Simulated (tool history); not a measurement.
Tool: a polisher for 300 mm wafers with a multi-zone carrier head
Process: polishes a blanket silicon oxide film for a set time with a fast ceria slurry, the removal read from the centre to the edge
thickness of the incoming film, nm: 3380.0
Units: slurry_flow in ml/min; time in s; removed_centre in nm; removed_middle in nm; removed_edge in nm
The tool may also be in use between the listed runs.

run  hour  slurry_flow  centre_zone  middle_zone  edge_zone  time  removed_centre  removed_middle  removed_edge
  1   0.0          155         1.00         1.00       1.00    54          599.56          612.00        596.23
  2   4.4          145         0.94         0.99       0.95    51          524.18          564.01        547.55
  3   6.1          145         0.94         0.99       0.99    51          517.49          564.10        549.46
  4  13.7          145         0.94         0.99       1.04    51          519.39          566.34        566.34
  5  15.3          135         0.91         0.99       0.98    49          472.73          536.53        517.13
     23.7  -- edge zone pressure recalibrated
  6  23.7          135         0.83         0.99       0.98    49          432.22          537.58        538.28
  7  31.0          125         0.84         0.99       0.94    48          423.15          518.12        517.85

Forecast run 8:
  8  36.3          125         0.84         0.99       0.94    48               ?               ?             ?

removed_centre: 421.65 nm
removed_middle: 515.58 nm
removed_edge: 520.79 nm

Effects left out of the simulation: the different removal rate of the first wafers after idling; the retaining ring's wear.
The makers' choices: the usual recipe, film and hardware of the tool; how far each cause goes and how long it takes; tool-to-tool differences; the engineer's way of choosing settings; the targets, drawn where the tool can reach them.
